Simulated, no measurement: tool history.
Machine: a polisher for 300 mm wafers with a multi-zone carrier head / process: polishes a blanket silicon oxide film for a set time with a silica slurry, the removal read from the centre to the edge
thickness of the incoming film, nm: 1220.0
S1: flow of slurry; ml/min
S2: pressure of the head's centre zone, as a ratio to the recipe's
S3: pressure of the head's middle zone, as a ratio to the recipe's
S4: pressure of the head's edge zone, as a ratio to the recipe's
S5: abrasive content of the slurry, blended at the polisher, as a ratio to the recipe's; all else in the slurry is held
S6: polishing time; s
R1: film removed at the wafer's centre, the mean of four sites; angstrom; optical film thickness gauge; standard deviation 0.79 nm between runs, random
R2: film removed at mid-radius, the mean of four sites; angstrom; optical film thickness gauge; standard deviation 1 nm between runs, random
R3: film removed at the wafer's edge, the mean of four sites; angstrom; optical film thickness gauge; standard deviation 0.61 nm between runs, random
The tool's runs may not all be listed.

run 1 hour=0.0 | S1=205 S2=1.00 S3=1.00 S4=1.00 S5=1.00 S6=31 | R1=1228.00 R2=1214.10 R3=1217.80
run 2 hour=1.0 | S1=195 S2=0.97 S3=0.98 S4=1.00 S5=0.90 S6=31 | R1=1093.90 R2=1113.20 R3=1161.40
run 3 hour=3.4 | S1=190 S2=0.95 S3=0.96 S4=0.98 S5=0.85 S6=31 | R1=1038.60 R2=1072.10 R3=1108.90
run 4 hour=10.8 | S1=190 S2=0.95 S3=1.04 S4=0.98 S5=0.85 S6=31 | R1=1054.00 R2=1158.60 R3=1105.20
run 5 hour=19.0 | S1=185 S2=0.93 S3=1.00 S4=0.97 S5=0.80 S6=31 | R1=976.83 R2=1075.40 R3=1062.70
run 6 hour=20.5 | S1=185 S2=0.93 S3=0.95 S4=0.97 S5=0.80 S6=31 | R1=980.06 R2=1040.30 R3=1062.40
run 7 hour=28.3 | S1=180 S2=0.91 S3=0.93 S4=0.97 S5=0.75 S6=31 | R1=939.63 R2=977.25 R3=1032.20
run 8 hour=33.8 | S1=170 S2=0.89 S3=0.92 S4=0.98 S5=0.75 S6=31 | R1=892.50 R2=941.46 R3=1031.70
run 9 hour=39.1 | S1=165 S2=0.88 S3=0.91 S4=0.97 S5=0.75 S6=31 | R1=890.65 R2=933.60 R3=1017.70
run 10 hour=41.7 | S1=140 S2=0.81 S3=0.89 S4=1.03 S5=0.55 S6=31 | R1=660.09 R2=750.50 R3=879.04
run 11 hour=43.0 | S1=155 S2=0.82 S3=0.89 S4=1.03 S5=0.55 S6=31 | R1=686.91 R2=762.75 R3=872.02

Forecast run 12:
run 12 hour=47.3 | S1=155 S2=0.83 S3=0.90 S4=1.04 S5=0.55 S6=31 | R1=? R2=? R3=?

{"run 12": {"R1": 696.61, "R2": 795.95, "R3": 888.46}}
